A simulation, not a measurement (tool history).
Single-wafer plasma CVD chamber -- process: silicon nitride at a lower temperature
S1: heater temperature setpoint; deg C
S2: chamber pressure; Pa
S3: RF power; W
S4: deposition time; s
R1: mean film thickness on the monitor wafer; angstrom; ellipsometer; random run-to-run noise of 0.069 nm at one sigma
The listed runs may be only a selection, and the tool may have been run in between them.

{"run": 1, "hour": 0.0, "S1": 350, "S2": 271, "S3": 235, "S4": 15.2, "R1": 164.51}
{"run": 2, "hour": 7.9, "S1": 350, "S2": 261, "S3": 230, "S4": 15.2, "R1": 161.91}
{"run": 3, "hour": 9.4, "S1": 350, "S2": 261, "S3": 210, "S4": 15.2, "R1": 150.25}
{"run": 4, "hour": 10.7, "S1": 350, "S2": 253, "S3": 210, "S4": 15.2, "R1": 148.83}
{"hour": 17.8, "done": "thermocouple changed; heater temperature recalibrated"}
{"run": 5, "hour": 17.8, "S1": 350, "S2": 245, "S3": 210, "S4": 15.2, "R1": 146.64}
{"run": 6, "hour": 19.4, "S1": 350, "S2": 208, "S3": 210, "S4": 15.2, "R1": 142.25}
{"run": 7, "hour": 20.1, "S1": 350, "S2": 204, "S3": 210, "S4": 15.2, "R1": 143.34}

Run 8, settings as shown, results not yet in. Your forecast:
{"run": 8, "hour": 26.9, "S1": 350, "S2": 201, "S3": 210, "S4": 15.2, "R1": "?"}

Run 8 came out at R1 141.68 angstrom.
